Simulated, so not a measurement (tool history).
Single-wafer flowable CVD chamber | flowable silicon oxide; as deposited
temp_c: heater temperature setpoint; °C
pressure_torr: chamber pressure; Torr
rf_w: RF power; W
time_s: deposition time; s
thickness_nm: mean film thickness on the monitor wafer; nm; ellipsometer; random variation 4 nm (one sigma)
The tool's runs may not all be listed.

| run | hour | temp_c | pressure_torr | rf_w | time_s | thickness_nm |
|---|---|---|---|---|---|---|
| 1 | 0.0 | 110 | 1.12 | 2665 | 711 | 521.75 |
| 2 | 7.7 | 105 | 1.12 | 2665 | 711 | 634.07 |
| 3 | 10.1 | 102 | 1.12 | 2665 | 711 | 705.71 |
| 4 | 15.0 | 100 | 1.12 | 2665 | 711 | 766.12 |
| 5 | 15.8 | 99 | 1.12 | 2665 | 711 | 791.90 |
| 6 | 17.4 | 98 | 1.12 | 2665 | 711 | 825.81 |

Forecast run 7:
| 7 | 26.1 | 97 | 1.12 | 2665 | 711 | ? |

thickness_nm: 854.61 nm
